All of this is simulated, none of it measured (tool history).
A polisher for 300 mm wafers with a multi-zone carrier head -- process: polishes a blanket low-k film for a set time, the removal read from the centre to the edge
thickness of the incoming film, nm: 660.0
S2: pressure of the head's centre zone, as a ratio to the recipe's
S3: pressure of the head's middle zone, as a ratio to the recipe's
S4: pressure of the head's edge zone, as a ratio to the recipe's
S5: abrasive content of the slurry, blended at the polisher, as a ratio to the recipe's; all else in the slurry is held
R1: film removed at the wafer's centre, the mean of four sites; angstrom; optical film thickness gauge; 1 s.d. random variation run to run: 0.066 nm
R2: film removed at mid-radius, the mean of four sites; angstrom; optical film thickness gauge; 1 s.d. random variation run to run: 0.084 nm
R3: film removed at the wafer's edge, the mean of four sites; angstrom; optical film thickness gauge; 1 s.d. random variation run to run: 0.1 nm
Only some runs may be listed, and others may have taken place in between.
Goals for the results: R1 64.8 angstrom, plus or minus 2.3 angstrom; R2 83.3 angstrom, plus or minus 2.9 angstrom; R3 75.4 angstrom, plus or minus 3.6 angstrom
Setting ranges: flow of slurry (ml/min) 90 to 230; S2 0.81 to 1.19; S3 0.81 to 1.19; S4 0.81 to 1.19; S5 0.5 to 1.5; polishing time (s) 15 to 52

run 1 hour=0 | flow_of_slurry_(ml/min)=150 S2=1 S3=1 S4=1 S5=1 polishing_time_(s)=33 | R1=147.03 R2=151.83 R3=147.65
run 2 hour=4.7 | flow_of_slurry_(ml/min)=150 S2=1 S3=1 S4=1 S5=0.9 polishing_time_(s)=33 | R1=143.88 R2=145.44 R3=140.99
run 3 hour=12 | flow_of_slurry_(ml/min)=145 S2=0.97 S3=1.01 S4=1 S5=0.85 polishing_time_(s)=31 | R1=123.8 R2=130.56 R3=127.38
run 4 hour=13.8 | flow_of_slurry_(ml/min)=130 S2=0.97 S3=1.01 S4=1 S5=0.85 polishing_time_(s)=31 | R1=122.99 R2=127.92 R3=123.99
run 5 hour=14.6 | flow_of_slurry_(ml/min)=130 S2=0.94 S3=1.01 S4=1 S5=0.85 polishing_time_(s)=31 | R1=115.79 R2=128.48 R3=127.01
run 6 hour=23.4 | flow_of_slurry_(ml/min)=130 S2=0.94 S3=1.01 S4=1 S5=0.7 polishing_time_(s)=31 | R1=104.03 R2=113.32 R3=113.02
run 7 hour=27.1 | flow_of_slurry_(ml/min)=130 S2=0.93 S3=1.02 S4=0.98 S5=0.65 polishing_time_(s)=30 | R1=96.98 R2=108.02 R3=103.02
run 8 hour=34.6 | flow_of_slurry_(ml/min)=125 S2=0.91 S3=1.02 S4=0.97 S5=0.65 polishing_time_(s)=30 | R1=92.647 R2=108.21 R3=102.22
run 9 hour=35.9 | flow_of_slurry_(ml/min)=125 S2=0.9 S3=1.01 S4=0.95 S5=0.65 polishing_time_(s)=30 | R1=93.389 R2=104.72 R3=102.68
run 10 hour=42.9 | flow_of_slurry_(ml/min)=110 S2=0.83 S3=1.11 S4=0.93 S5=0.5 polishing_time_(s)=22 | R1=49.396 R2=66.816 R3=60.2
run 11 hour=46.5 | flow_of_slurry_(ml/min)=120 S2=0.83 S3=1.11 S4=0.94 S5=0.5 polishing_time_(s)=22 | R1=51.713 R2=68.113 R3=61.909
run 12 hour=52.7 | flow_of_slurry_(ml/min)=130 S2=0.83 S3=1.12 S4=0.95 S5=0.5 polishing_time_(s)=22 | R1=53.37 R2=69.623 R3=61.189
run 13 hour=54.5 | flow_of_slurry_(ml/min)=130 S2=0.83 S3=1.12 S4=0.96 S5=0.55 polishing_time_(s)=22 | R1=55.842 R2=77.594 R3=65.305
run 14 hour=57.5 | flow_of_slurry_(ml/min)=130 S2=0.83 S3=1.12 S4=0.96 S5=0.55 polishing_time_(s)=22 | R1=56.768 R2=74.167 R3=67.756
run 15 hour=62.1 | flow_of_slurry_(ml/min)=130 S2=0.83 S3=1.12 S4=0.96 S5=0.55 polishing_time_(s)=22 | R1=57.178 R2=74.766 R3=65.827
run 16 hour=69.3 | flow_of_slurry_(ml/min)=130 S2=0.83 S3=1.12 S4=0.98 S5=0.55 polishing_time_(s)=22 | R1=56.653 R2=76.816 R3=68.193
run 17 hour=71.3 | flow_of_slurry_(ml/min)=170 S2=0.9 S3=1.11 S4=1.04 S5=0.6 polishing_time_(s)=22 | R1=68.181 R2=84.881 R3=75.523

Which one of the following 4 next-run settings gets every result inside its allowed miss? There is exactly one.
run A hour=73.3 | flow_of_slurry_(ml/min)=90 S2=0.9 S3=0.94 S4=1.15 S5=0.6 polishing_time_(s)=26 | R1=? R2=? R3=?
run B hour=73.3 | flow_of_slurry_(ml/min)=110 S2=0.87 S3=0.92 S4=1.12 S5=0.6 polishing_time_(s)=25 | R1=? R2=? R3=?
run C hour=73.3 | flow_of_slurry_(ml/min)=135 S2=0.87 S3=1.06 S4=1.09 S5=0.55 polishing_time_(s)=26 | R1=? R2=? R3=?
run D hour=73.3 | flow_of_slurry_(ml/min)=220 S2=0.85 S3=1.11 S4=1.06 S5=0.6 polishing_time_(s)=21 | R1=? R2=? R3=?

move=A R1=68.576 R2=75.604 R3=86.285
move=B R1=68.145 R2=75.744 R3=85.131
move=C R1=70.599 R2=87.294 R3=84.891
move=D R1=64.969 R2=84.501 R3=76.22
A: its largest miss is bigger than the last run's
B: its largest miss is bigger than the last run's
C: its largest miss is bigger than the last run's
D: every result lands within tolerance
So the answer is move D, the one that meets all the targets.
